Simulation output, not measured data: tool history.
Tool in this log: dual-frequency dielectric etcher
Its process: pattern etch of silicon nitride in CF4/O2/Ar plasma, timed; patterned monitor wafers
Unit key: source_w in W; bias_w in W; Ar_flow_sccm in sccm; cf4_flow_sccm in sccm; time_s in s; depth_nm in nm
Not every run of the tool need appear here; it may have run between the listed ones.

run	day	source_w	bias_w	Ar_flow_sccm	cf4_flow_sccm	time_s	depth_nm
1	0.000	710	67	78	70	6.5	19.218
2	0.050	710	67	78	78	6.5	19.497
3	0.250	710	67	78	78	6.0	18.117
4	0.312	750	67	78	78	6.0	19.243
5	0.500	780	67	78	78	6.0	19.964
6	0.542	780	67	87	78	6.0	19.634
7	0.596	810	67	87	78	6.0	20.458
8	0.833	830	67	87	78	6.0	20.887

Run 9, settings as shown, results not yet in. Your forecast:
9	1.121	850	67	87	78	6.0	?

Run 9 came out at depth_nm 21.526 nm.
